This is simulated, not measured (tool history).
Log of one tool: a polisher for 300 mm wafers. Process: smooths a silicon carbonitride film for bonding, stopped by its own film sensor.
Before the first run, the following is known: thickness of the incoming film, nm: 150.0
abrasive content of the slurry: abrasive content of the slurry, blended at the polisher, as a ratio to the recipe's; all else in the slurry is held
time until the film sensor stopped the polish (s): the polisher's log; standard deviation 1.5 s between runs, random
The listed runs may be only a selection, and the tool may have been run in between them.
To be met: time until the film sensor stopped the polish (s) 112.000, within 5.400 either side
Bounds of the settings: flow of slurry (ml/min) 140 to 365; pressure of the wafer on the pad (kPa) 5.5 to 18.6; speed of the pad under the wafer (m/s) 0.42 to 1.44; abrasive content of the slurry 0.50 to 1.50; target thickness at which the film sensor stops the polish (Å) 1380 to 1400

| run | day | flow of slurry (ml/min) | pressure of the wafer on the pad (kPa) | speed of the pad under the wafer (m/s) | abrasive content of the slurry | target thickness at which the film sensor stops the polish (Å) | time until the film sensor stopped the polish (s) |
|---|---|---|---|---|---|---|---|
| 1 | 0.000 | 235 | 11.7 | 0.92 | 1.00 | 1380 | 57.807 |
| 2 | 0.121 | 235 | 10.3 | 0.88 | 1.00 | 1380 | 66.032 |
| 3 | 0.500 | 235 | 10.3 | 0.88 | 0.85 | 1380 | 71.998 |
| 4 | 0.742 | 235 | 10.3 | 0.88 | 0.85 | 1400 | 59.656 |
| 5 | 0.838 | 235 | 9.0 | 0.80 | 0.85 | 1400 | 75.945 |
| 6 | 0.917 | 235 | 9.0 | 0.80 | 0.85 | 1400 | 73.811 |
| 7 | 1.062 | 235 | 9.0 | 0.80 | 0.85 | 1400 | 73.178 |
| 8 | 1.358 | 235 | 5.5 | 0.62 | 0.80 | 1400 | 141.990 |
| 9 | 1.388 | 235 | 6.2 | 0.62 | 0.80 | 1400 | 126.960 |
| 10 | 1.433 | 235 | 7.6 | 0.62 | 0.80 | 1400 | 106.540 |

Consider the 4 candidate settings below. Which is the only one whose results all fall within their allowed miss of target?
| A | 1.479 | 195 | 6.9 | 0.74 | 0.85 | 1380 | ? |
| B | 1.479 | 185 | 7.6 | 0.42 | 1.00 | 1400 | ? |
| C | 1.479 | 225 | 7.6 | 0.64 | 0.80 | 1400 | ? |
| D | 1.479 | 275 | 8.3 | 0.74 | 0.55 | 1400 | ? |

| move | time until the film sensor stopped the polish (s) |
|---|---|
| A | 122.510 |
| B | 114.070 |
| C | 104.250 |
| D | 123.680 |
A: pushes the last run's worst result past its target
B: in spec on every target
C: further off than the last run
D: pushes the last run's worst result past its target
Move B is the one to make.
